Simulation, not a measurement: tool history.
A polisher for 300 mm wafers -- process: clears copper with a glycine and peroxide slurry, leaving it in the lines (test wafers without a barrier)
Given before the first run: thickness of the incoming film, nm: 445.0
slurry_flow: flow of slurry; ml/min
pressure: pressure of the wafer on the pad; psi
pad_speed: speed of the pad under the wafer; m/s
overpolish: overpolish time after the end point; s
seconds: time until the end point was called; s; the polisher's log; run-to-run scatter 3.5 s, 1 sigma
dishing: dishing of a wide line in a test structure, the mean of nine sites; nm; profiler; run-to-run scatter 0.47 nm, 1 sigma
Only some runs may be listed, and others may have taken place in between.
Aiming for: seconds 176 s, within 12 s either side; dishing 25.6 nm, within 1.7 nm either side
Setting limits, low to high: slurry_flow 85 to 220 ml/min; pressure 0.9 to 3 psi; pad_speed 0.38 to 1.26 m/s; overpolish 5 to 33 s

run	hour	slurry_flow	pressure	pad_speed	overpolish	seconds	dishing
1	0	140	1.9	0.82	17	123.74	44.898
2	6.8	140	2.2	0.82	17	111.64	49.014
3	13.6	140	2.1	0.8	16	121.05	45.369
4	18.2	140	2	0.8	15	124.24	41.709
5	26.6	140	1.9	0.8	14	129.21	37.08
6	29.6	140	1.8	0.8	14	132.88	36.152
7	31.4	140	1.7	0.8	14	137.21	35.398
8	32.3	140	1.6	0.8	14	139.02	34.333
9	38.9	140	1.5	0.8	14	148.06	32.473
10	43	140	1.4	0.8	14	159.79	31.392
11	43.9	140	1.2	0.78	11	175.57	23.129

Which single option among these 4 for the next run brings every result within its allowed miss of target? Just one does.
A	44.8	140	1.3	0.72	11	?	?
B	44.8	145	1.3	0.54	13	?	?
C	44.8	140	1.1	0.82	13	?	?
D	44.8	155	0.9	0.8	15	?	?

move	seconds	dishing
A	176.15	22.748
B	207	23.021
C	180.16	25.893
D	202.35	26.517
A: moves away from the targets compared with the last run
B: moves away from the targets compared with the last run
C: hits every target within its allowed miss
D: the worst result of the last run now meets its target, but another is out of spec
Answer: C
